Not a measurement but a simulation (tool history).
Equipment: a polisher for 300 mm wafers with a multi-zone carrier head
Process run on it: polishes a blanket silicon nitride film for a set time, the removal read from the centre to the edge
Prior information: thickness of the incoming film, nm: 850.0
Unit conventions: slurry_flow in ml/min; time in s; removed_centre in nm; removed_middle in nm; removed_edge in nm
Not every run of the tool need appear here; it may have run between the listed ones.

Run 1, hour 0: slurry_flow 280 ml/min, centre_zone 1, middle_zone 1, edge_zone 1, time 30 s. Result: removed_centre 44.88 nm, removed_middle 44.415 nm, removed_edge 43.406 nm.
Run 2, hour 8.1: slurry_flow 235 ml/min, centre_zone 1, middle_zone 1, edge_zone 1, time 30 s. Result: removed_centre 43.879 nm, removed_middle 42.945 nm, removed_edge 42.471 nm.
Run 3, hour 15.6: slurry_flow 235 ml/min, centre_zone 1.01, middle_zone 1.01, edge_zone 0.96, time 29 s. Result: removed_centre 42.681 nm, removed_middle 42.29 nm, removed_edge 41.152 nm.
Run 4, hour 20.6: slurry_flow 235 ml/min, centre_zone 1.01, middle_zone 1.06, edge_zone 0.96, time 29 s. Result: removed_centre 42.481 nm, removed_middle 44.062 nm, removed_edge 41.625 nm.
Run 5, hour 29.6: slurry_flow 235 ml/min, centre_zone 1.01, middle_zone 1.06, edge_zone 0.96, time 22 s. Result: removed_centre 32.436 nm, removed_middle 33.133 nm, removed_edge 31.556 nm.
Run 6, hour 33.3: slurry_flow 265 ml/min, centre_zone 1.04, middle_zone 1.08, edge_zone 0.95, time 22 s. Result: removed_centre 34.297 nm, removed_middle 34.15 nm, removed_edge 31.23 nm.

Run 7, settings as shown, results not yet in. Your forecast:
Run 7, hour 34.9: slurry_flow 280 ml/min, centre_zone 1.06, middle_zone 1.09, edge_zone 0.97, time 22 s. Result: removed_centre ?, removed_middle ?, removed_edge ?.

{"run 7": {"removed_centre": 34.527, "removed_middle": 34.593, "removed_edge": 31.475}}
